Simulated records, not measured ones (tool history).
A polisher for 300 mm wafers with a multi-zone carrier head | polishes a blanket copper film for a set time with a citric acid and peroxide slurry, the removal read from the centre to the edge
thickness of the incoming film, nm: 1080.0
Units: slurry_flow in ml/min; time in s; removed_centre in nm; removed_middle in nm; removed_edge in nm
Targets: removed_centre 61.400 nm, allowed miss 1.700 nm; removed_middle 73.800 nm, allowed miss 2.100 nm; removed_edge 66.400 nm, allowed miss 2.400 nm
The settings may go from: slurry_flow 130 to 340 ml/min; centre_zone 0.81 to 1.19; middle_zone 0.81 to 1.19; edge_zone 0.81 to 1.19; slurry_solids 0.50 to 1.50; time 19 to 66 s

Run 1, day 0.000: slurry_flow 220 ml/min, centre_zone 1.00, middle_zone 1.00, edge_zone 1.00, slurry_solids 1.00, time 42 s. Result: removed_centre 93.837 nm, removed_middle 92.929 nm, removed_edge 92.201 nm.
Run 2, day 0.283: slurry_flow 215 ml/min, centre_zone 0.98, middle_zone 1.00, edge_zone 0.98, slurry_solids 0.95, time 41 s. Result: removed_centre 87.911 nm, removed_middle 89.902 nm, removed_edge 89.461 nm.
Run 3, day 0.567: slurry_flow 215 ml/min, centre_zone 0.98, middle_zone 1.00, edge_zone 0.98, slurry_solids 0.95, time 31 s. Result: removed_centre 67.053 nm, removed_middle 67.435 nm, removed_edge 67.200 nm.
Run 4, day 0.596: slurry_flow 215 ml/min, centre_zone 1.02, middle_zone 1.00, edge_zone 0.98, slurry_solids 0.95, time 31 s. Result: removed_centre 69.015 nm, removed_middle 67.441 nm, removed_edge 65.367 nm.
Run 5, day 0.746: slurry_flow 215 ml/min, centre_zone 1.00, middle_zone 1.02, edge_zone 0.97, slurry_solids 0.95, time 31 s. Result: removed_centre 68.788 nm, removed_middle 68.562 nm, removed_edge 66.622 nm.
Run 6, day 0.996: slurry_flow 210 ml/min, centre_zone 0.98, middle_zone 1.04, edge_zone 0.96, slurry_solids 0.95, time 31 s. Result: removed_centre 66.859 nm, removed_middle 69.492 nm, removed_edge 66.088 nm.
Run 7, day 1.362: slurry_flow 210 ml/min, centre_zone 0.97, middle_zone 1.05, edge_zone 0.96, slurry_solids 0.95, time 31 s. Result: removed_centre 67.125 nm, removed_middle 70.874 nm, removed_edge 66.135 nm.
Run 8, day 1.596: slurry_flow 205 ml/min, centre_zone 0.96, middle_zone 1.06, edge_zone 0.96, slurry_solids 0.95, time 31 s. Result: removed_centre 64.987 nm, removed_middle 69.397 nm, removed_edge 65.425 nm.
Run 9, day 1.708: slurry_flow 205 ml/min, centre_zone 0.95, middle_zone 1.07, edge_zone 0.96, slurry_solids 0.95, time 31 s. Result: removed_centre 65.177 nm, removed_middle 70.755 nm, removed_edge 65.422 nm.
Run 10, day 1.996: slurry_flow 205 ml/min, centre_zone 0.94, middle_zone 1.08, edge_zone 0.96, slurry_solids 0.95, time 31 s. Result: removed_centre 63.684 nm, removed_middle 71.179 nm, removed_edge 67.582 nm.

Which of these 5 next moves meets every target?
Run A, day 2.283: slurry_flow 175 ml/min, centre_zone 0.88, middle_zone 1.19, edge_zone 0.91, slurry_solids 1.20, time 29 s. Result: removed_centre ?, removed_middle ?, removed_edge ?.
Run B, day 2.283: slurry_flow 200 ml/min, centre_zone 0.89, middle_zone 1.02, edge_zone 1.04, slurry_solids 0.95, time 34 s. Result: removed_centre ?, removed_middle ?, removed_edge ?.
Run C, day 2.283: slurry_flow 225 ml/min, centre_zone 0.90, middle_zone 1.05, edge_zone 1.04, slurry_solids 0.85, time 33 s. Result: removed_centre ?, removed_middle ?, removed_edge ?.
Run D, day 2.283: slurry_flow 235 ml/min, centre_zone 0.92, middle_zone 1.16, edge_zone 1.01, slurry_solids 0.80, time 31 s. Result: removed_centre ?, removed_middle ?, removed_edge ?.
Run E, day 2.283: slurry_flow 230 ml/min, centre_zone 0.81, middle_zone 1.09, edge_zone 1.04, slurry_solids 1.00, time 31 s. Result: removed_centre ?, removed_middle ?, removed_edge ?.

move  removed_centre  removed_middle  removed_edge
   A          56.807          73.113        63.175
   B          65.818          74.186        75.241
   C          64.414          73.269        72.386
   D          61.622          73.994        66.823
   E          56.134          73.092        70.040
A: takes the result that was furthest off past its target
B: further off than the last run
C: further off than the last run
D: meets every target
E: takes the result that was furthest off past its target
Move D is the one to make.
